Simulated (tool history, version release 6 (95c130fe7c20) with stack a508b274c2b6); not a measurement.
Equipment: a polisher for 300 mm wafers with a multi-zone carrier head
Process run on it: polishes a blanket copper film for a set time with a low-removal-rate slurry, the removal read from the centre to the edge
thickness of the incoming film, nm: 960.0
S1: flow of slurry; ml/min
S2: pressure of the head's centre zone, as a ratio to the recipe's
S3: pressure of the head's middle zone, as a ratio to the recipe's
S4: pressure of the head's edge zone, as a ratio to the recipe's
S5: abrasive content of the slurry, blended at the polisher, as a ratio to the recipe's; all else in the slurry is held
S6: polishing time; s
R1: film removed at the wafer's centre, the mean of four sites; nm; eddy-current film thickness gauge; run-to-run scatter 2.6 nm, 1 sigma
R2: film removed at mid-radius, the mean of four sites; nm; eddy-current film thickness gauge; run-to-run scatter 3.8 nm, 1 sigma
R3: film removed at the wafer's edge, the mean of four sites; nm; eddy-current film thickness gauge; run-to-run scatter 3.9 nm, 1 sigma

{"run": 1, "day": 0.0, "S1": 155, "S2": 1.0, "S3": 1.0, "S4": 1.0, "S5": 1.0, "S6": 74, "R1": 214.54, "R2": 217.21, "R3": 223.91}
{"run": 2, "day": 0.154, "S1": 155, "S2": 0.99, "S3": 0.99, "S4": 1.02, "S5": 1.05, "S6": 75, "R1": 218.98, "R2": 221.49, "R3": 232.9}
{"run": 3, "day": 0.233, "S1": 155, "S2": 0.95, "S3": 0.99, "S4": 1.02, "S5": 1.05, "S6": 75, "R1": 212.77, "R2": 223.59, "R3": 227.56}
{"run": 4, "day": 0.362, "S1": 150, "S2": 0.95, "S3": 0.98, "S4": 1.04, "S5": 1.1, "S6": 77, "R1": 219.01, "R2": 225.89, "R3": 239.44}
{"run": 5, "day": 0.592, "S1": 150, "S2": 0.95, "S3": 0.98, "S4": 1.06, "S5": 1.15, "S6": 78, "R1": 221.93, "R2": 224.92, "R3": 244.98}
{"run": 6, "day": 0.838, "S1": 150, "S2": 0.95, "S3": 0.93, "S4": 1.06, "S5": 1.15, "S6": 78, "R1": 223.08, "R2": 221.27, "R3": 245.99}

Forecast run 7:
{"run": 7, "day": 1.096, "S1": 150, "S2": 0.94, "S3": 0.93, "S4": 1.07, "S5": 1.2, "S6": 80, "R1": "?", "R2": "?", "R3": "?"}

Run 7 yielded R1 228.58 nm, R2 227.44 nm, R3 257.30 nm.

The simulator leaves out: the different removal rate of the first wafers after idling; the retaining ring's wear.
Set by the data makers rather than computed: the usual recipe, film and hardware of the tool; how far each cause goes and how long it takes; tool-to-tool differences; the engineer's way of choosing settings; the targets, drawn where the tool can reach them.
